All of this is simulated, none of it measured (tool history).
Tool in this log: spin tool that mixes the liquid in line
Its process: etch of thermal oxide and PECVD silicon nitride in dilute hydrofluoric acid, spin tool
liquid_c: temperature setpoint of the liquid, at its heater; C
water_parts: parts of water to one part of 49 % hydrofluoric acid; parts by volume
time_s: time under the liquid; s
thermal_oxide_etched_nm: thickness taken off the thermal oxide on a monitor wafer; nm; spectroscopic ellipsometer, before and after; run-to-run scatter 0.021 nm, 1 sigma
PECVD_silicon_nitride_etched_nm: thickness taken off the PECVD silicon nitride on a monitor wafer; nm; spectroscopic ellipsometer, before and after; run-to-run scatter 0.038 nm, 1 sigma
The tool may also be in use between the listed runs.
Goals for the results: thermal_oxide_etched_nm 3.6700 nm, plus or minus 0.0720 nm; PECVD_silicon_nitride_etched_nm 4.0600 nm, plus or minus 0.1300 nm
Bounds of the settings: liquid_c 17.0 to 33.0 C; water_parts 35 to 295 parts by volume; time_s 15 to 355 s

| run | hour | liquid_c | water_parts | time_s | thermal_oxide_etched_nm | PECVD_silicon_nitride_etched_nm |
|---|---|---|---|---|---|---|
| 1 | 0.0 | 25.0 | 165 | 180 | 4.4779 | 3.8508 |
| 2 | 5.0 | 26.0 | 175 | 185 | 4.4905 | 3.9765 |
| 3 | 12.1 | 22.5 | 175 | 185 | 3.8943 | 3.1820 |
| 4 | 20.9 | 24.5 | 175 | 185 | 4.1770 | 3.5899 |
| 5 | 23.9 | 22.0 | 175 | 185 | 3.8391 | 3.0752 |
| 6 | 30.4 | 22.0 | 130 | 185 | 5.4186 | 4.1152 |
| 7 | 31.9 | 23.0 | 145 | 190 | 5.1565 | 4.0638 |
| 8 | 40.9 | 24.0 | 160 | 195 | 4.8428 | 4.0542 |
| 9 | 46.7 | 25.0 | 170 | 200 | 4.8245 | 4.1486 |
| 10 | 48.8 | 26.0 | 180 | 205 | 4.7987 | 4.2971 |
| 11 | 57.7 | 30.0 | 245 | 230 | 4.1538 | 4.5186 |
| 12 | 60.5 | 30.0 | 250 | 230 | 4.1014 | 4.4508 |

Of the 5 settings listed for the next run, only one would bring every result within its allowed miss of target. Which one?
| A | 63.3 | 30.0 | 285 | 260 | ? | ? |
| B | 63.3 | 30.5 | 275 | 230 | ? | ? |
| C | 63.3 | 28.0 | 270 | 260 | ? | ? |
| D | 63.3 | 31.0 | 225 | 180 | ? | ? |
| E | 63.3 | 29.5 | 245 | 215 | ? | ? |

| move | thermal_oxide_etched_nm | PECVD_silicon_nitride_etched_nm |
|---|---|---|
| A | 3.9424 | 4.3179 |
| B | 3.7153 | 4.0787 |
| C | 3.9599 | 4.0590 |
| D | 3.8318 | 4.0401 |
| E | 3.9032 | 4.0490 |
A: better than the last run, though not everything is in spec
B: all results land within tolerance of their targets
C: better than the last run, though not everything is in spec
D: better than the last run, though not everything is in spec
E: better than the last run, though not everything is in spec
The right move is B.

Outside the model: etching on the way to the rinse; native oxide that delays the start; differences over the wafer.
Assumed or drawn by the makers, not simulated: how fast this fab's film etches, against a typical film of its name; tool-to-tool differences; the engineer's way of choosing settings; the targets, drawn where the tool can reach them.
